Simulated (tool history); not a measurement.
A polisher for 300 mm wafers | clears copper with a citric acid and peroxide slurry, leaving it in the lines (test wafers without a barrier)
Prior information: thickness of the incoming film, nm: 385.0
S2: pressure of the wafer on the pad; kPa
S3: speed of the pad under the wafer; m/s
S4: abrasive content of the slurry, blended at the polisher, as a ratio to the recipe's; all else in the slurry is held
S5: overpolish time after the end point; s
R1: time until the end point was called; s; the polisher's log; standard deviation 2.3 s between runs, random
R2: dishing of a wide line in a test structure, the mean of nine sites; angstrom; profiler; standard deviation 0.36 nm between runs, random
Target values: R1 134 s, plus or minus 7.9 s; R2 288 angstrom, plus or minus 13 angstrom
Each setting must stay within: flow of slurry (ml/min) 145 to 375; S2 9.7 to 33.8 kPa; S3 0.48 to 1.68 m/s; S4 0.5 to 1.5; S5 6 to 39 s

run 1 hour=0 | flow_of_slurry_(ml/min)=240 S2=21.4 S3=1.08 S4=1 S5=20 | R1=148.11 R2=365.84
run 2 hour=2.5 | flow_of_slurry_(ml/min)=240 S2=22.1 S3=1.08 S4=1 S5=18 | R1=148.96 R2=338.78
run 3 hour=3 | flow_of_slurry_(ml/min)=240 S2=22.8 S3=1.08 S4=1 S5=16 | R1=140.16 R2=310.32
run 4 hour=8.1 | flow_of_slurry_(ml/min)=240 S2=22.8 S3=0.98 S4=1 S5=16 | R1=156.5 R2=285.78
run 5 hour=14.5 | flow_of_slurry_(ml/min)=240 S2=23.4 S3=0.98 S4=1 S5=15 | R1=151.68 R2=274.19
run 6 hour=23.4 | flow_of_slurry_(ml/min)=240 S2=23.4 S3=0.72 S4=1 S5=15 | R1=206.56 R2=212.71
run 7 hour=28 | flow_of_slurry_(ml/min)=240 S2=25.5 S3=0.72 S4=1 S5=15 | R1=195.49 R2=222.52
run 8 hour=36.5 | flow_of_slurry_(ml/min)=245 S2=31.7 S3=0.84 S4=1 S5=13 | R1=145 R2=259.76

Exactly one of the 5 candidate moves below puts every result within its allowed miss. Which one?
run A hour=45 | flow_of_slurry_(ml/min)=245 S2=32.4 S3=0.76 S4=1.05 S5=16 | R1=? R2=?
run B hour=45 | flow_of_slurry_(ml/min)=225 S2=26.2 S3=1.02 S4=1.05 S5=12 | R1=? R2=?
run C hour=45 | flow_of_slurry_(ml/min)=255 S2=31 S3=0.8 S4=1.05 S5=12 | R1=? R2=?
run D hour=45 | flow_of_slurry_(ml/min)=215 S2=33.8 S3=0.86 S4=1 S5=14 | R1=? R2=?
run E hour=45 | flow_of_slurry_(ml/min)=150 S2=29 S3=0.88 S4=1 S5=13 | R1=? R2=?

move=A R1=154.97 R2=283.51
move=B R1=137.31 R2=243.5
move=C R1=151.61 R2=223.63
move=D R1=136.83 R2=281.45
move=E R1=158.76 R2=230.24
A: brings the result that was furthest off to its target, and leaves another outside
B: further off than the last run
C: further off than the last run
D: meets every target
E: further off than the last run
Go with D: it meets all targets.

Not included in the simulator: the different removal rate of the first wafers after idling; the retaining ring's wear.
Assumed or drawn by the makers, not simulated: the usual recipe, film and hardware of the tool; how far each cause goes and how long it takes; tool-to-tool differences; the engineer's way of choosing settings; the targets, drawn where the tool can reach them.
